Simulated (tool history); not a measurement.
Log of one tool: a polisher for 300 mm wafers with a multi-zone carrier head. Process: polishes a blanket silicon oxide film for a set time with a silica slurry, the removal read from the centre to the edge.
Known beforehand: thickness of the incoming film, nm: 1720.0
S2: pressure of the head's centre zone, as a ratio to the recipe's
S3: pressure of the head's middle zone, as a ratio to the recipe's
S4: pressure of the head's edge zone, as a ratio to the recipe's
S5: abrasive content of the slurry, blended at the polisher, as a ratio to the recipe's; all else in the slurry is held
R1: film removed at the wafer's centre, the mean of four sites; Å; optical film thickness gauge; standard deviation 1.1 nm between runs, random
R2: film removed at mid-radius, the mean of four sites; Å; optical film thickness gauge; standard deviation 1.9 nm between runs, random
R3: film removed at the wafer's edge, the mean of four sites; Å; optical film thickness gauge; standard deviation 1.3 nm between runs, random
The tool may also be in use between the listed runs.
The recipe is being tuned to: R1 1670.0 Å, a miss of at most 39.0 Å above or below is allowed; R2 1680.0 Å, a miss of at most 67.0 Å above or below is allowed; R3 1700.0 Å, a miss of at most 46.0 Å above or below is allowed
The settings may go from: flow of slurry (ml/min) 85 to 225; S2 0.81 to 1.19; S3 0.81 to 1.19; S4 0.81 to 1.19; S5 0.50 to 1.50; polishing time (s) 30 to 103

run 1 day=0.000 | flow_of_slurry_(ml/min)=145 S2=1.00 S3=1.00 S4=1.00 S5=1.00 polishing_time_(s)=66 | R1=2053.6 R2=2110.8 R3=2183.6
run 2 day=0.275 | flow_of_slurry_(ml/min)=135 S2=0.99 S3=0.98 S4=0.96 S5=0.90 polishing_time_(s)=66 | R1=1911.2 R2=1946.8 R3=2017.7
run 3 day=0.538 | flow_of_slurry_(ml/min)=135 S2=0.99 S3=0.98 S4=0.88 S5=0.90 polishing_time_(s)=66 | R1=1919.7 R2=1931.6 R3=1967.8
run 4 day=0.592 | flow_of_slurry_(ml/min)=125 S2=0.99 S3=0.98 S4=0.86 S5=0.85 polishing_time_(s)=66 | R1=1816.8 R2=1854.6 R3=1891.7
run 5 day=0.925 | flow_of_slurry_(ml/min)=120 S2=1.00 S3=0.98 S4=0.85 S5=0.80 polishing_time_(s)=66 | R1=1790.5 R2=1827.3 R3=1797.1
run 6 day=1.279 | flow_of_slurry_(ml/min)=120 S2=1.00 S3=0.98 S4=0.85 S5=0.80 polishing_time_(s)=51 | R1=1378.5 R2=1387.3 R3=1388.2
run 7 day=1.317 | flow_of_slurry_(ml/min)=145 S2=1.00 S3=0.99 S4=0.89 S5=0.80 polishing_time_(s)=51 | R1=1480.3 R2=1495.3 R3=1492.5
run 8 day=1.467 | flow_of_slurry_(ml/min)=145 S2=1.00 S3=0.99 S4=0.89 S5=0.80 polishing_time_(s)=51 | R1=1471.1 R2=1526.1 R3=1490.4
run 9 day=1.529 | flow_of_slurry_(ml/min)=160 S2=1.00 S3=0.98 S4=0.91 S5=0.80 polishing_time_(s)=51 | R1=1523.7 R2=1496.7 R3=1547.9
run 10 day=1.904 | flow_of_slurry_(ml/min)=170 S2=1.00 S3=0.99 S4=0.92 S5=0.80 polishing_time_(s)=51 | R1=1537.9 R2=1547.2 R3=1555.3

Of the 5 settings listed for the next run, only one would bring every result within its allowed miss of target. Which one?
run A day=2.279 | flow_of_slurry_(ml/min)=150 S2=1.09 S3=1.14 S4=0.84 S5=0.90 polishing_time_(s)=55 | R1=? R2=? R3=?
run B day=2.279 | flow_of_slurry_(ml/min)=160 S2=0.88 S3=1.03 S4=0.95 S5=0.80 polishing_time_(s)=59 | R1=? R2=? R3=?
run C day=2.279 | flow_of_slurry_(ml/min)=160 S2=0.90 S3=1.08 S4=0.92 S5=0.75 polishing_time_(s)=55 | R1=? R2=? R3=?
run D day=2.279 | flow_of_slurry_(ml/min)=155 S2=0.99 S3=0.98 S4=0.91 S5=0.85 polishing_time_(s)=56 | R1=? R2=? R3=?
run E day=2.279 | flow_of_slurry_(ml/min)=175 S2=1.08 S3=1.17 S4=0.82 S5=0.85 polishing_time_(s)=50 | R1=? R2=? R3=?

move=A R1=1764.1 R2=1944.5 R3=1615.0
move=B R1=1551.8 R2=1870.3 R3=1784.0
move=C R1=1441.7 R2=1775.6 R3=1601.4
move=D R1=1640.1 R2=1722.8 R3=1685.9
move=E R1=1632.1 R2=1843.3 R3=1463.0
A: pushes the last run's worst result past its target
B: nearer than the last run, and not there yet
C: the biggest miss grows against the last run
D: all results land within tolerance of their targets
E: the furthest-off result lands on target, but another misses its tolerance
Move D is the one to make.
